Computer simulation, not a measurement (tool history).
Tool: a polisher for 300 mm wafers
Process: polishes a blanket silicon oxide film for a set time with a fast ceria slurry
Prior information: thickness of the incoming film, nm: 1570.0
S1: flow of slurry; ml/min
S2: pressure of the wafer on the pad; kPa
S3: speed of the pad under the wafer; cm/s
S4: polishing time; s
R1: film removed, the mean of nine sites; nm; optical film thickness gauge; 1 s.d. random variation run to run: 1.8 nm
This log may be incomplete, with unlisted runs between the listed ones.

run    day   S1    S2   S3  S4      R1
  1  0.000  210  14.5  110  26  426.67
  2  0.212  175  14.5  110  26  420.58
  3  0.525  175  13.1  110  26  387.12
  4  0.567  175  11.7  110  26  364.27
  5  0.808  175   9.0  110  26  306.37
  6  0.996  175   9.0  134  26  364.39

The next listed run, before its measurement:
  7  1.271  175  8.3  130  26   ?

R1: 342.54 nm
